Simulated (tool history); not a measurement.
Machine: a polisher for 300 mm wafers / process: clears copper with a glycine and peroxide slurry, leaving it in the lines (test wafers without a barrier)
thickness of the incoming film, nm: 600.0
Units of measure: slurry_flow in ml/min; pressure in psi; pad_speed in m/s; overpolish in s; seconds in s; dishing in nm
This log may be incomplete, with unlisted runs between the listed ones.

run    day  slurry_flow  pressure  pad_speed  overpolish  seconds  dishing
  1      0          260       2.1        1.2          22   130.39   73.177
  2  0.296          260       1.8        1.2          22   144.11   65.356
  3  0.421          295       1.6       1.36          18   140.61   56.282
  4  0.771          295       1.6       1.36          13    141.1   42.415
  5  0.821          295       1.9       1.36          13   123.02   49.461
  6  0.846          295       1.4       1.36          13   158.34   39.254
  7  1.046          265       1.5       1.44          12   145.46   37.962
  8  1.092          240       1.6       1.52          11   134.39   40.825
  9  1.133          270       1.5        1.6          10   131.47   35.282
 10    1.4          275       1.5       1.66           9   127.09    34.05
 11  1.542          285       1.5        1.7           9    126.4   35.428
 12   1.85          270       1.5       1.74           9   126.35   34.487

For run 13, what comes out?
 13  2.225          300       1.5       1.78           9        ?        ?

seconds: 123.34 s
dishing: 33.895 nm
